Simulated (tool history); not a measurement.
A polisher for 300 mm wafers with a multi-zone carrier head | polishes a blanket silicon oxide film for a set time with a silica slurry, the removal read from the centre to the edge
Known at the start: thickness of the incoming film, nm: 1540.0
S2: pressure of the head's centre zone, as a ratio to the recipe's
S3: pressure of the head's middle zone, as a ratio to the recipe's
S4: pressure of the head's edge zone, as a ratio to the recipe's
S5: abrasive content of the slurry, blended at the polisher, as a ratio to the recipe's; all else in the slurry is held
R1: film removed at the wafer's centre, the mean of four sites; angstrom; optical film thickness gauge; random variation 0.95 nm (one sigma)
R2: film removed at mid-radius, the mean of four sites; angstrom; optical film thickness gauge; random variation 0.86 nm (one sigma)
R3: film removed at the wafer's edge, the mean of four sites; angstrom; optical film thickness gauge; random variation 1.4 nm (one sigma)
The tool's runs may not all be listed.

run 1 hour=0.0 | flow_of_slurry_(ml/min)=125 S2=1.00 S3=1.00 S4=1.00 S5=1.00 polishing_time_(s)=44 | R1=1425.8 R2=1440.2 R3=1410.4
run 2 hour=1.4 | flow_of_slurry_(ml/min)=115 S2=0.96 S3=0.98 S4=0.95 S5=0.90 polishing_time_(s)=44 | R1=1240.6 R2=1279.1 R3=1261.3
run 3 hour=6.2 | flow_of_slurry_(ml/min)=115 S2=0.96 S3=0.98 S4=0.98 S5=0.90 polishing_time_(s)=44 | R1=1253.1 R2=1272.7 R3=1275.2
run 4 hour=12.0 | flow_of_slurry_(ml/min)=105 S2=0.93 S3=0.98 S4=0.94 S5=0.90 polishing_time_(s)=44 | R1=1192.8 R2=1249.7 R3=1225.7
run 5 hour=17.9 | flow_of_slurry_(ml/min)=105 S2=0.93 S3=0.98 S4=1.00 S5=0.90 polishing_time_(s)=44 | R1=1180.9 R2=1240.8 R3=1279.5
run 6 hour=21.4 | flow_of_slurry_(ml/min)=135 S2=0.93 S3=0.98 S4=1.00 S5=0.90 polishing_time_(s)=44 | R1=1271.0 R2=1316.7 R3=1298.3
run 7 hour=27.6 | flow_of_slurry_(ml/min)=125 S2=0.89 S3=0.97 S4=0.95 S5=0.90 polishing_time_(s)=44 | R1=1174.3 R2=1279.7 R3=1267.5
run 8 hour=35.2 | flow_of_slurry_(ml/min)=115 S2=0.88 S3=0.97 S4=0.91 S5=0.85 polishing_time_(s)=44 | R1=1071.8 R2=1190.6 R3=1185.9

The next listed run, before its measurement:
run 9 hour=41.0 | flow_of_slurry_(ml/min)=110 S2=0.88 S3=0.97 S4=0.88 S5=0.85 polishing_time_(s)=44 | R1=? R2=? R3=?

R1: 1076.5 angstrom
R2: 1196.2 angstrom
R3: 1154.3 angstrom
